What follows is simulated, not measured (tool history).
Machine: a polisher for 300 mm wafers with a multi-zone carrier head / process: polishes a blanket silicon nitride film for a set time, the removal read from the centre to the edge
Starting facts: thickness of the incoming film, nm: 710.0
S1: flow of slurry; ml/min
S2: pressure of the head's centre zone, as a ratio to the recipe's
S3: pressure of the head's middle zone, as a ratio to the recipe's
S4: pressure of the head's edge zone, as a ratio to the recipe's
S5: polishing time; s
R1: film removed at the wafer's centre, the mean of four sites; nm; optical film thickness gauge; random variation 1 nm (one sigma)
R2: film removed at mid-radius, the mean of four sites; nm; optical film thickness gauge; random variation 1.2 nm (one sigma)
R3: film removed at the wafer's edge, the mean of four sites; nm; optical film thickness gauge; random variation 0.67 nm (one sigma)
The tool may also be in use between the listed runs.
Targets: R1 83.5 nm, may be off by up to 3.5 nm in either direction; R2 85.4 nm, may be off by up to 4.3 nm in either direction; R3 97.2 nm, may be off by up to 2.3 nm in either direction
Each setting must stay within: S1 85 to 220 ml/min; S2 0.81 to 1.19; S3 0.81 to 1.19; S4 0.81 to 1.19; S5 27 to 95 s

run    day   S1    S2    S3    S4  S5      R1      R2      R3
  1      0  140     1     1     1  61  105.51  106.24  109.72
  2  0.079  140  1.04     1     1  61  107.41  108.13  107.23
  3  0.442  130     1  0.98  0.98  60  100.28  102.06  104.12
  4  0.508  130  1.05  0.98  0.98  60  105.97   101.9  105.06
  5  0.696  130  1.05  0.98   0.9  60  104.98  100.15  101.09
  6  0.979  160  1.05  0.98   0.9  60   113.2  101.62  103.73
  7  1.029  145  1.01  0.95   0.9  60  105.32   104.6   101.3
  8  1.067  130  1.02  0.98  0.97  58  100.86  95.832  100.28
  9   1.35   90  0.92  0.94  1.01  57  79.194  83.699   94.16

Exactly one of the 5 candidate moves below puts every result within its allowed miss. Which one?
  A  1.633   95  1.01  0.92  1.01  59   ?   ?   ?
  B  1.633  125     1  0.99  1.12  49   ?   ?   ?
  C  1.633   95  0.97  0.96   1.1  56   ?   ?   ?
  D  1.633   90  1.01  0.92     1  60   ?   ?   ?
  E  1.633   85  1.11  0.81  1.16  59   ?   ?   ?

move      R1      R2      R3
   A  91.025  86.464  98.468
   B  81.764  81.884  90.211
   C  83.331  84.775  97.131
   D  90.689  86.397  98.539
   E  94.859  75.706  102.58
A: the furthest-off result lands on target, but another misses its tolerance
B: the biggest miss grows against the last run
C: every result within its allowed miss
D: the furthest-off result lands on target, but another misses its tolerance
E: carries the result that was furthest off beyond its target, to the other side
Correct choice: C, which meets every target
